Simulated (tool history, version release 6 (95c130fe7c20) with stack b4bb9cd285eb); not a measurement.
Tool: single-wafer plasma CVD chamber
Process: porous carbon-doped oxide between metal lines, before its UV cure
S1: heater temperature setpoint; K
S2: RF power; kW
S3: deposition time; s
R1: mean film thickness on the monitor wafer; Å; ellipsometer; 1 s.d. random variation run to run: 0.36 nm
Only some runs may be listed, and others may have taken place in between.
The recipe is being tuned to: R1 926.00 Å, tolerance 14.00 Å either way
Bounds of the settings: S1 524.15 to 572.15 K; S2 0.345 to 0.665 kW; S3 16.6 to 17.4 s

Run 1, hour 0.0: S1 548.15 K, S2 0.505 kW, S3 17.4 s. Result: R1 1043.40 Å.
Run 2, hour 5.9: S1 551.15 K, S2 0.505 kW, S3 17.4 s. Result: R1 1023.40 Å.
Run 3, hour 8.0: S1 553.15 K, S2 0.505 kW, S3 17.4 s. Result: R1 1012.70 Å.
Run 4, hour 12.6: S1 555.15 K, S2 0.505 kW, S3 17.4 s. Result: R1 992.38 Å.
Run 5, hour 19.7: S1 555.15 K, S2 0.560 kW, S3 17.4 s. Result: R1 1073.40 Å.
Run 6, hour 25.1: S1 555.15 K, S2 0.560 kW, S3 17.4 s. Result: R1 1062.20 Å.
Run 7, hour 29.4: S1 558.15 K, S2 0.555 kW, S3 17.4 s. Result: R1 1038.10 Å.
Run 8, hour 33.3: S1 560.15 K, S2 0.550 kW, S3 17.4 s. Result: R1 1025.40 Å.
Run 9, hour 34.9: S1 562.15 K, S2 0.545 kW, S3 17.4 s. Result: R1 1007.30 Å.
Run 10, hour 39.0: S1 563.15 K, S2 0.540 kW, S3 17.4 s. Result: R1 992.88 Å.
Run 11, hour 40.7: S1 564.15 K, S2 0.535 kW, S3 17.4 s. Result: R1 970.04 Å.

Consider the 4 candidate settings below. Which is the only one whose results all fall within their allowed miss of target?
Run A, hour 42.4: S1 571.15 K, S2 0.600 kW, S3 17.2 s. Result: R1 ?.
Run B, hour 42.4: S1 565.15 K, S2 0.555 kW, S3 16.6 s. Result: R1 ?.
Run C, hour 42.4: S1 563.15 K, S2 0.505 kW, S3 17.2 s. Result: R1 ?.
Run D, hour 42.4: S1 565.15 K, S2 0.550 kW, S3 17.0 s. Result: R1 ?.

move      R1
   A  993.75
   B  945.77
   C  926.80
   D  961.58
A: its largest miss is bigger than the last run's
B: moves toward the targets from the last run without getting all of them in spec
C: hits every target within its allowed miss
D: moves toward the targets from the last run without getting all of them in spec
Correct choice: C, which meets every target
